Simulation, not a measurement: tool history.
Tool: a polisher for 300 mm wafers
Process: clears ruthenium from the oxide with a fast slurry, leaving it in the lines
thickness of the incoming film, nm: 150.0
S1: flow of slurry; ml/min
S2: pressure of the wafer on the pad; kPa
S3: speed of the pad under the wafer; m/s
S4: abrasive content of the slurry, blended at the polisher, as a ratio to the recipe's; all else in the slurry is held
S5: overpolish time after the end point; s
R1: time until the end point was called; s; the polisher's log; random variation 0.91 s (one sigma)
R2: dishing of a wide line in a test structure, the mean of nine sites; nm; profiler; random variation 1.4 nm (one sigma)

run 1 hour=0 | S1=145 S2=22.8 S3=1.18 S4=1 S5=20 | R1=26.504 R2=92.941
run 2 hour=8.5 | S1=145 S2=22.8 S3=0.98 S4=1 S5=20 | R1=31.29 R2=80.02
run 3 hour=15.7 | S1=145 S2=28.3 S3=0.98 S4=1 S5=20 | R1=26.326 R2=89.833
run 4 hour=18.9 | S1=145 S2=23.4 S3=0.94 S4=1 S5=21 | R1=31.684 R2=83.94
run 5 hour=21.8 | S1=145 S2=23.4 S3=0.8 S4=1 S5=21 | R1=36.863 R2=73.903
run 6 hour=24.6 | S1=160 S2=23.4 S3=0.8 S4=1 S5=21 | R1=36.105 R2=72.314
-- hour=32.6 worn pad replaced by a new one
run 7 hour=32.6 | S1=160 S2=20.7 S3=0.78 S4=1 S5=22 | R1=38.55 R2=73.96

The next listed run, before its measurement:
run 8 hour=39.3 | S1=155 S2=18.6 S3=0.76 S4=1 S5=22 | R1=? R2=?

Run 8 gave R1 45.166 s, R2 65.918 nm.

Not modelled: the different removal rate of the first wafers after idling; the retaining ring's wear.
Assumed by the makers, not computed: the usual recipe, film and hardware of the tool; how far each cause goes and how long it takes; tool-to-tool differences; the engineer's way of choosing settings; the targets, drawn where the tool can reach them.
